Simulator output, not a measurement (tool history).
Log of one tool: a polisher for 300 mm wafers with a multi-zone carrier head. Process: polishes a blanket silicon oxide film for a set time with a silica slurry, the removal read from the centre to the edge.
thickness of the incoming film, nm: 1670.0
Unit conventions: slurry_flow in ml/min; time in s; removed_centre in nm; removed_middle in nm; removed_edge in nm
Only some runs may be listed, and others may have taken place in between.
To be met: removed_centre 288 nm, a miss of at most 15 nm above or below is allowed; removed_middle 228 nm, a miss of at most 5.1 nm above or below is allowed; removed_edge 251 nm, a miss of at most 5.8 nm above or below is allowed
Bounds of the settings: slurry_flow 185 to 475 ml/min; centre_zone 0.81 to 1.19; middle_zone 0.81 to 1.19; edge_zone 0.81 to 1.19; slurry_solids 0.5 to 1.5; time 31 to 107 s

| run | hour | slurry_flow | centre_zone | middle_zone | edge_zone | slurry_solids | time | removed_centre | removed_middle | removed_edge |
|---|---|---|---|---|---|---|---|---|---|---|
| 1 | 0 | 305 | 1 | 1 | 1 | 1 | 69 | 199 | 196.3 | 199.64 |
| 2 | 0.8 | 230 | 1 | 1 | 1 | 1 | 69 | 196.19 | 193.44 | 198.38 |
| 3 | 2.5 | 230 | 1.04 | 1 | 1.02 | 1.1 | 69 | 211.49 | 198 | 205.58 |
| 4 | 4.2 | 235 | 1.07 | 1 | 1.05 | 1.2 | 69 | 225.62 | 207.96 | 215.52 |
| 5 | 12.7 | 235 | 1.07 | 1 | 1.05 | 1.1 | 69 | 217.88 | 199.13 | 209.57 |
| 6 | 14.4 | 235 | 1.07 | 1 | 1.1 | 1.1 | 69 | 219.84 | 199.64 | 215.36 |
| 7 | 20.2 | 245 | 1.09 | 1 | 1.11 | 1.15 | 69 | 224.22 | 202.37 | 221.42 |
|  | 23.5 | worn pad replaced by a new one |
| 8 | 23.5 | 235 | 1.11 | 0.99 | 1.1 | 1.2 | 69 | 248.43 | 218.63 | 238.53 |
| 9 | 31.8 | 245 | 1.13 | 0.98 | 1.09 | 1.2 | 69 | 255.81 | 218.4 | 237.72 |
| 10 | 36.5 | 260 | 1.14 | 0.97 | 1.09 | 1.2 | 69 | 264.57 | 216.05 | 239.4 |

Pick the move, out of 4, that brings all results within their allowed miss; only one does.
| A | 41.2 | 240 | 1.16 | 1.08 | 1.08 | 1.35 | 67 | ? | ? | ? |
| B | 41.2 | 205 | 1.19 | 0.96 | 1.05 | 1.05 | 78 | ? | ? | ? |
| C | 41.2 | 205 | 1.11 | 1.02 | 1.07 | 1.3 | 69 | ? | ? | ? |
| D | 41.2 | 200 | 1.13 | 1.04 | 1.06 | 1.05 | 74 | ? | ? | ? |

| move | removed_centre | removed_middle | removed_edge |
|---|---|---|---|
| A | 262.76 | 235.22 | 243.2 |
| B | 281.12 | 224.97 | 252.27 |
| C | 250.36 | 224.91 | 242.97 |
| D | 252.44 | 226.08 | 239.69 |
A: carries the result that was furthest off beyond its target, to the other side
B: hits every target within its allowed miss
C: the furthest-off result lands on target, but another misses its tolerance
D: the furthest-off result lands on target, but another misses its tolerance
B is the move that brings every result within its allowed miss.

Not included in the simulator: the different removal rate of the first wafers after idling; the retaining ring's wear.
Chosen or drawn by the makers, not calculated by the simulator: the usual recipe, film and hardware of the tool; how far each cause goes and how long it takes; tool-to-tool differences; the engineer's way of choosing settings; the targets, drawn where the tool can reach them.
